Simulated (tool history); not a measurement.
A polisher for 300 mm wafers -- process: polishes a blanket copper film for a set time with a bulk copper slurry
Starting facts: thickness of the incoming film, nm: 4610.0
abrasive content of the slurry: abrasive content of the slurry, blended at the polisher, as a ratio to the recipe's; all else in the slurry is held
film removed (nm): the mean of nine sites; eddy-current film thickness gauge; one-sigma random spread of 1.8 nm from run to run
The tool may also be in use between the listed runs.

run  hour  flow of slurry (ml/min)  pressure of the wafer on the pad (psi)  speed of the pad under the wafer (m/s)  abrasive content of the slurry  polishing time (s)  film removed (nm)
  1   0.0                      260                                     2.8                                    0.90                             1.0                  45             404.52
  2   7.3                      260                                     2.6                                    0.90                             1.0                  45             374.70
  3  13.9                      260                                     2.5                                    0.90                             1.0                  45             360.73
  4  17.2                      260                                     2.5                                    0.90                             1.1                  45             367.59
  5  24.3                      295                                     2.5                                    0.90                             1.1                  45             373.26
  6  26.6                      295                                     2.4                                    0.90                             1.1                  45             357.67

Predict the results of run 7:
  7  28.6                      295                                     2.3                                    0.90                             1.1                  45                  ?

For run 7 the tool returned film removed (nm) 347.00.

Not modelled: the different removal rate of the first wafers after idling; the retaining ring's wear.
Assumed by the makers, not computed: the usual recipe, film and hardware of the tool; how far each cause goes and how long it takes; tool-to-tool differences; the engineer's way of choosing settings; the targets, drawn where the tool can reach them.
